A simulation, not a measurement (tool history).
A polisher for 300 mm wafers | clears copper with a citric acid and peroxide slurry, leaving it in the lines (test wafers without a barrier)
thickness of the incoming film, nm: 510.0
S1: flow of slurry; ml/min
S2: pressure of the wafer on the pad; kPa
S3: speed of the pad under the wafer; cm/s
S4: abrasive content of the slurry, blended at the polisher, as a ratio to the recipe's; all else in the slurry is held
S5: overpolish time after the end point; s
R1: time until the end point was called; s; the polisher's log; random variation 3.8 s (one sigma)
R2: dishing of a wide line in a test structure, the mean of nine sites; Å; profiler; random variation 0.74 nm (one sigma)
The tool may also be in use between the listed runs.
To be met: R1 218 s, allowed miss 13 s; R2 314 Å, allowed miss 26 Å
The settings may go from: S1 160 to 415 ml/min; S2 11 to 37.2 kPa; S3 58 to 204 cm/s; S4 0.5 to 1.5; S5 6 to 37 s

run,hour,S1,S2,S3,S4,S5,R1,R2
1,0,265,24.1,130,1,19,147.03,514.15
2,2.5,265,24.1,118,1,19,157.67,477.56
3,7.2,265,22.8,118,1,18,166.98,446.84
4,14.9,265,21.4,116,1,17,181.26,388.36
5,17.6,265,21.4,104,1,17,192.85,371.65
6,20.8,265,21.4,126,1,17,166.25,420.83
7,23.1,265,20,126,1,17,173.78,407.27
8,30.3,265,18.6,126,1,17,190.92,396.96
9,38.4,265,15.9,122,1,13,209.04,262.25
10,41,265,15.9,122,1,14,209.05,287.74

5 next moves are on the table. One of them brings every result within its allowed miss. Which?
A,43.6,305,11,124,0.85,19,?,?
B,43.6,245,11,128,1.2,19,?,?
C,43.6,265,17.9,94,0.85,18,?,?
D,43.6,230,12.4,118,1.2,15,?,?
E,43.6,240,17.2,112,0.95,16,?,?

move,R1,R2
A,259.53,298.78
B,240.12,319.85
C,237.97,312.24
D,240.27,260.07
E,211.77,311.48
A: brings the result that was furthest off to its target, and leaves another outside
B: brings the result that was furthest off to its target, and leaves another outside
C: brings the result that was furthest off to its target, and leaves another outside
D: further off than the last run
E: meets every target
Answer: E
